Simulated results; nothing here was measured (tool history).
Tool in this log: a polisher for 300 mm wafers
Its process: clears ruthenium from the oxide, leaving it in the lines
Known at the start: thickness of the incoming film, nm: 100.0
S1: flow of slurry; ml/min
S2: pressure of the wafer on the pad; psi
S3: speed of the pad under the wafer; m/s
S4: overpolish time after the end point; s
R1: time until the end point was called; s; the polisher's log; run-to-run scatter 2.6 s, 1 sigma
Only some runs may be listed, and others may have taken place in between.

run,day,S1,S2,S3,S4,R1
1,0.000,135,1.9,1.04,24,82.722
2,0.071,135,1.9,1.04,24,82.677
3,0.262,135,1.9,1.04,25,84.603
4,0.392,135,1.7,1.02,25,95.444
5,0.496,135,1.7,1.02,25,93.692
6,0.750,135,1.5,1.00,25,112.000
7,1.008,135,1.4,1.00,25,114.260
8,1.167,130,0.9,0.92,25,189.360
9,1.408,135,1.0,0.92,25,176.460

For run 10, what comes out?
10,1.492,135,1.0,0.92,25,?

R1: 172.470 s

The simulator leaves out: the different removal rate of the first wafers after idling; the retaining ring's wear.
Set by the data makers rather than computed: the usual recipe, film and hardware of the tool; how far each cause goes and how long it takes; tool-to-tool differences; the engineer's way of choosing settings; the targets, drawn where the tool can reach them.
